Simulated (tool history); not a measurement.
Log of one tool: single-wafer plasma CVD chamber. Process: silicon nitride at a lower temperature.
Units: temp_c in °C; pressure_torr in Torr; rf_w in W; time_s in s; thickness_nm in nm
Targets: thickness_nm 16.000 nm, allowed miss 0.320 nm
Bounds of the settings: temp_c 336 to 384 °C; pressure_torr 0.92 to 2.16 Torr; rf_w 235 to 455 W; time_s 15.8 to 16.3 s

Run 1, hour 0.0: temp_c 360 °C, pressure_torr 1.54 Torr, rf_w 345 W, time_s 15.8 s. Result: thickness_nm 21.600 nm.
Run 2, hour 3.6: temp_c 360 °C, pressure_torr 1.49 Torr, rf_w 335 W, time_s 15.8 s. Result: thickness_nm 20.943 nm.
Run 3, hour 12.2: temp_c 360 °C, pressure_torr 1.44 Torr, rf_w 325 W, time_s 15.8 s. Result: thickness_nm 20.370 nm.
Run 4, hour 16.4: temp_c 360 °C, pressure_torr 1.63 Torr, rf_w 325 W, time_s 15.8 s. Result: thickness_nm 21.202 nm.
Run 5, hour 18.5: temp_c 360 °C, pressure_torr 1.57 Torr, rf_w 315 W, time_s 15.8 s. Result: thickness_nm 20.585 nm.
Run 6, hour 26.8: temp_c 360 °C, pressure_torr 1.57 Torr, rf_w 315 W, time_s 15.8 s. Result: thickness_nm 20.551 nm.
Run 7, hour 27.9: temp_c 362 °C, pressure_torr 1.26 Torr, rf_w 260 W, time_s 15.8 s. Result: thickness_nm 17.008 nm.
Run 8, hour 33.7: temp_c 362 °C, pressure_torr 1.26 Torr, rf_w 260 W, time_s 15.8 s. Result: thickness_nm 16.999 nm.
At hour 42.2: thermocouple changed; heater temperature recalibrated.
Run 9, hour 42.2: temp_c 362 °C, pressure_torr 1.24 Torr, rf_w 260 W, time_s 15.8 s. Result: thickness_nm 17.012 nm.
Run 10, hour 46.3: temp_c 362 °C, pressure_torr 1.22 Torr, rf_w 260 W, time_s 15.8 s. Result: thickness_nm 16.944 nm.
Run 11, hour 53.1: temp_c 362 °C, pressure_torr 0.96 Torr, rf_w 250 W, time_s 15.8 s. Result: thickness_nm 15.058 nm.
Run 12, hour 58.3: temp_c 362 °C, pressure_torr 0.98 Torr, rf_w 250 W, time_s 15.8 s. Result: thickness_nm 15.202 nm.
Run 13, hour 60.1: temp_c 362 °C, pressure_torr 0.99 Torr, rf_w 250 W, time_s 15.8 s. Result: thickness_nm 15.288 nm.
Run 14, hour 65.3: temp_c 362 °C, pressure_torr 0.99 Torr, rf_w 250 W, time_s 15.8 s. Result: thickness_nm 15.263 nm.

4 next moves are on the table. One of them brings every result within its allowed miss. Which?
Run A, hour 70.5: temp_c 357 °C, pressure_torr 0.92 Torr, rf_w 280 W, time_s 16.1 s. Result: thickness_nm ?.
Run B, hour 70.5: temp_c 364 °C, pressure_torr 0.99 Torr, rf_w 255 W, time_s 15.8 s. Result: thickness_nm ?.
Run C, hour 70.5: temp_c 355 °C, pressure_torr 1.05 Torr, rf_w 235 W, time_s 16.2 s. Result: thickness_nm ?.
Run D, hour 70.5: temp_c 359 °C, pressure_torr 0.99 Torr, rf_w 255 W, time_s 15.8 s. Result: thickness_nm ?.

move  thickness_nm
   A        16.120
   B        15.414
   C        15.478
   D        15.447
A: meets every target
B: nearer than the last run, and not there yet
C: nearer than the last run, and not there yet
D: nearer than the last run, and not there yet
Answer: A
